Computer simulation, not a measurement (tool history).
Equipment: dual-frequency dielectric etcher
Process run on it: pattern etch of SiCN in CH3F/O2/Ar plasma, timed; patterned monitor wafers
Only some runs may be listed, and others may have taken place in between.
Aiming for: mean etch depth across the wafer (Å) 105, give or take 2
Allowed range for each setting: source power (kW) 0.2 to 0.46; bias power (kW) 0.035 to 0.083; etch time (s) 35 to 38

run  hour  source power (kW)  bias power (kW)  etch time (s)  mean etch depth across the wafer (Å)
  1     0               0.33            0.059             38                                 120.1
  2   4.1               0.33            0.069             38                                125.76
  3   5.5               0.33            0.065             38                                123.59
  4  11.2                0.3            0.063             38                                118.32
  5  19.4                0.3            0.063             38                                118.07
  6  26.4               0.27            0.062             38                                112.23
  7  28.2               0.26            0.062             38                                110.81
  8  30.2               0.21             0.06             38                                100.44
  9  34.4               0.22             0.06             38                                103.13

Pick the move, out of 4, that brings all results within their allowed miss; only one does.
  A  38.6               0.28             0.06           35.5                                     ?
  B  38.6               0.22            0.061             37                                     ?
  C  38.6               0.24            0.065             35                                     ?
  D  38.6               0.22             0.06           36.5                                     ?

move  mean etch depth across the wafer (Å)
   A                                105.53
   B                                100.36
   C                                100.34
   D                                98.482
A: every result lands within tolerance
B: lands further from the targets than the last run did
C: lands further from the targets than the last run did
D: lands further from the targets than the last run did
The right move is A.
